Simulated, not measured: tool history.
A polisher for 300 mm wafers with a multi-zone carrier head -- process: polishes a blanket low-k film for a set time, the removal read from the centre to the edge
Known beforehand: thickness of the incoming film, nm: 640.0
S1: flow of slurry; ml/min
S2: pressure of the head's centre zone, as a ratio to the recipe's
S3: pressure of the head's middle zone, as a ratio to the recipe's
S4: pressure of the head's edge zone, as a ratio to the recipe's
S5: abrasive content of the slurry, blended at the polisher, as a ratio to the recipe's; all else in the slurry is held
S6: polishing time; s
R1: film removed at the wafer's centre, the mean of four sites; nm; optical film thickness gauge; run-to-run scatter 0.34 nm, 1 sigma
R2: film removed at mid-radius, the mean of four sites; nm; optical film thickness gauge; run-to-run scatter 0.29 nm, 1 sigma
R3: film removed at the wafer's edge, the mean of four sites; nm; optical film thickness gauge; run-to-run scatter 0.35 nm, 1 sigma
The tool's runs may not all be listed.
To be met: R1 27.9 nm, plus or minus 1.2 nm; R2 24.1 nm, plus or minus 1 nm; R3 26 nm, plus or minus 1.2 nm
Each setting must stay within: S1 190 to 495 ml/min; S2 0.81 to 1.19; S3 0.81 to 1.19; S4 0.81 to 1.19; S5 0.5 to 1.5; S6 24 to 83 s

Run 1, hour 0: S1 320 ml/min, S2 1, S3 1, S4 1, S5 1, S6 53 s. Result: R1 17.297 nm, R2 17.676 nm, R3 17.49 nm.
Run 2, hour 2.8: S1 320 ml/min, S2 1.02, S3 1, S4 1.01, S5 1.05, S6 54 s. Result: R1 18.322 nm, R2 18.383 nm, R3 18.102 nm.
Run 3, hour 8: S1 350 ml/min, S2 1.02, S3 1, S4 1.01, S5 1.05, S6 54 s. Result: R1 18.483 nm, R2 18.675 nm, R3 17.898 nm.
Run 4, hour 11.2: S1 350 ml/min, S2 1.02, S3 1, S4 1.01, S5 1.2, S6 54 s. Result: R1 19.03 nm, R2 19.828 nm, R3 18.64 nm.
Run 5, hour 13.2: S1 340 ml/min, S2 1.03, S3 0.98, S4 1.02, S5 1.25, S6 55 s. Result: R1 20.084 nm, R2 19.542 nm, R3 20.212 nm.
Run 6, hour 15.4: S1 340 ml/min, S2 1.03, S3 0.98, S4 0.97, S5 1.25, S6 55 s. Result: R1 20.344 nm, R2 19.686 nm, R3 19.332 nm.
Run 7, hour 18.8: S1 345 ml/min, S2 1.13, S3 1, S4 1.07, S5 1.5, S6 60 s. Result: R1 25.811 nm, R2 22.821 nm, R3 23.357 nm.
Run 8, hour 19.6: S1 345 ml/min, S2 1.13, S3 1, S4 1.07, S5 1.5, S6 60 s. Result: R1 25.264 nm, R2 23.334 nm, R3 23.625 nm.
Run 9, hour 24.9: S1 345 ml/min, S2 1.13, S3 0.99, S4 1.07, S5 1.5, S6 61 s. Result: R1 26.552 nm, R2 23.344 nm, R3 23.54 nm.

Which single option among these 5 for the next run brings every result within its allowed miss of target? Just one does.
Run A, hour 30.2: S1 325 ml/min, S2 1.14, S3 0.95, S4 1.1, S5 1.5, S6 65 s. Result: R1 ?, R2 ?, R3 ?.
Run B, hour 30.2: S1 320 ml/min, S2 1.19, S3 0.97, S4 1.02, S5 1.4, S6 62 s. Result: R1 ?, R2 ?, R3 ?.
Run C, hour 30.2: S1 245 ml/min, S2 1.19, S3 0.91, S4 0.93, S5 1.4, S6 62 s. Result: R1 ?, R2 ?, R3 ?.
Run D, hour 30.2: S1 335 ml/min, S2 1.13, S3 1.02, S4 1.03, S5 1.5, S6 61 s. Result: R1 ?, R2 ?, R3 ?.
Run E, hour 30.2: S1 315 ml/min, S2 1.04, S3 0.81, S4 1.05, S5 1.25, S6 71 s. Result: R1 ?, R2 ?, R3 ?.

move      R1      R2      R3
   A  28.345  24.505  25.492
   B  27.474  23.186  22.862
   C  27.006  21.747  21.641
   D  26.444  24.347  23.162
   E  26.623  22.257  25.556
A: hits every target within its allowed miss
B: further off than the last run
C: further off than the last run
D: further off than the last run
E: puts the biggest miss on target and leaves a different result outside tolerance
The right move is A.
